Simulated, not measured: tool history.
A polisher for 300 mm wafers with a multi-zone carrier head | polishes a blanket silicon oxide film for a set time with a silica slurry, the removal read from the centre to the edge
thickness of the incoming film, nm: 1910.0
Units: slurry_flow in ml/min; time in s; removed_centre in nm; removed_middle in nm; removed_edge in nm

run,day,slurry_flow,centre_zone,middle_zone,edge_zone,slurry_solids,time,removed_centre,removed_middle,removed_edge
1,0,200,1,1,1,1,70,254.77,288.51,285.78
2,0.029,230,1,1,1,1,70,260.27,295.24,296.39
3,0.354,245,1.04,1.01,1.01,1,70,275.14,301.39,294.44
4,0.692,255,1.07,1.01,1.04,1.05,70,286.59,309.26,300.78
5,0.754,255,0.99,1.01,1.04,1.05,70,266.67,309.75,301.26
6,0.838,255,0.99,1.09,1.04,1.05,70,267.38,325.98,306.97
7,0.879,255,1.03,1.06,1.06,1.1,70,280.75,322.6,315.73

Run 8 comes next. What will it give?
8,0.967,260,1.07,1.05,1.07,1.15,70,?,?,?

{"run 8": {"removed_centre": 297.86, "removed_middle": 325.03, "removed_edge": 316.78}}
